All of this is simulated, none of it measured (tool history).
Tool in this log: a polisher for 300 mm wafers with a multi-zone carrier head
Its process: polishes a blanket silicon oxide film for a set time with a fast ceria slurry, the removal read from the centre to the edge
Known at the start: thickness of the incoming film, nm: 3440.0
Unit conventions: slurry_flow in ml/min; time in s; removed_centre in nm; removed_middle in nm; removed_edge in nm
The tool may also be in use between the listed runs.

run 1 hour=0 | slurry_flow=190 centre_zone=1 middle_zone=1 edge_zone=1 time=42 | removed_centre=456 removed_middle=477.18 removed_edge=472.13
run 2 hour=4.2 | slurry_flow=180 centre_zone=0.96 middle_zone=1.02 edge_zone=0.97 time=39 | removed_centre=402.66 removed_middle=435.01 removed_edge=430.51
run 3 hour=7 | slurry_flow=180 centre_zone=0.93 middle_zone=1.06 edge_zone=0.94 time=37 | removed_centre=362.79 removed_middle=427.18 removed_edge=400.61
run 4 hour=15.1 | slurry_flow=175 centre_zone=0.91 middle_zone=1.07 edge_zone=0.92 time=36 | removed_centre=338.84 removed_middle=414.57 removed_edge=388.64
run 5 hour=23.8 | slurry_flow=175 centre_zone=0.91 middle_zone=1.07 edge_zone=0.87 time=36 | removed_centre=345.92 removed_middle=412.86 removed_edge=370.84
run 6 hour=29.3 | slurry_flow=170 centre_zone=0.89 middle_zone=1.08 edge_zone=0.86 time=35 | removed_centre=327.16 removed_middle=408.7 removed_edge=362.89
run 7 hour=30.1 | slurry_flow=165 centre_zone=0.87 middle_zone=1.08 edge_zone=0.85 time=34 | removed_centre=310.39 removed_middle=400.35 removed_edge=348.09
run 8 hour=32.3 | slurry_flow=160 centre_zone=0.86 middle_zone=1.07 edge_zone=0.85 time=34 | removed_centre=306.98 removed_middle=391.35 removed_edge=348.2
run 9 hour=39.2 | slurry_flow=155 centre_zone=0.85 middle_zone=1.07 edge_zone=0.84 time=34 | removed_centre=299.45 removed_middle=388.02 removed_edge=337.68
run 10 hour=43.8 | slurry_flow=150 centre_zone=0.84 middle_zone=1.07 edge_zone=0.84 time=34 | removed_centre=295.64 removed_middle=392.81 removed_edge=342.23
run 11 hour=45.1 | slurry_flow=145 centre_zone=0.83 middle_zone=1.07 edge_zone=0.84 time=34 | removed_centre=290.39 removed_middle=389.6 removed_edge=342.09

Expected results for the next run?
run 12 hour=49.6 | slurry_flow=145 centre_zone=0.83 middle_zone=1.07 edge_zone=0.84 time=34 | removed_centre=? removed_middle=? removed_edge=?

{"run 12": {"removed_centre": 288.04, "removed_middle": 396.82, "removed_edge": 341.41}}
